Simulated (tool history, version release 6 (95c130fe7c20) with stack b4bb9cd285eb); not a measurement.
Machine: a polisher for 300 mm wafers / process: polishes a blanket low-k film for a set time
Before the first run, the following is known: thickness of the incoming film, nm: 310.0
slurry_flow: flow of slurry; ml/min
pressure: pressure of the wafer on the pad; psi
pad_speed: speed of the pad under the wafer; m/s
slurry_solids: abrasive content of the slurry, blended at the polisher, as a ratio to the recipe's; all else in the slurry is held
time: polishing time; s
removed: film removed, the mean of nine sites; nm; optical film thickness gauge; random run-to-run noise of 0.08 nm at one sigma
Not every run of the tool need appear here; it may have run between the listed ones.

run 1 hour=0 | slurry_flow=140 pressure=1.2 pad_speed=0.92 slurry_solids=1 time=40 | removed=9.9301
run 2 hour=8.2 | slurry_flow=145 pressure=1.2 pad_speed=0.92 slurry_solids=1 time=40 | removed=9.8598
run 3 hour=10 | slurry_flow=145 pressure=1.2 pad_speed=0.7 slurry_solids=1 time=40 | removed=8.2996
run 4 hour=19 | slurry_flow=145 pressure=1.1 pad_speed=0.7 slurry_solids=1 time=40 | removed=7.6471
run 5 hour=26.1 | slurry_flow=165 pressure=1.1 pad_speed=0.7 slurry_solids=1 time=40 | removed=7.7618
run 6 hour=27.5 | slurry_flow=165 pressure=1.2 pad_speed=0.7 slurry_solids=1 time=40 | removed=8.4362
run 7 hour=30.1 | slurry_flow=165 pressure=1.2 pad_speed=0.7 slurry_solids=1 time=40 | removed=8.4018
run 8 hour=38.1 | slurry_flow=165 pressure=1.3 pad_speed=0.7 slurry_solids=1 time=40 | removed=9.1356

Expected results for the next run?
run 9 hour=41 | slurry_flow=165 pressure=1.3 pad_speed=0.7 slurry_solids=1 time=40 | removed=?

{"run 9": {"removed": 9.0212}}
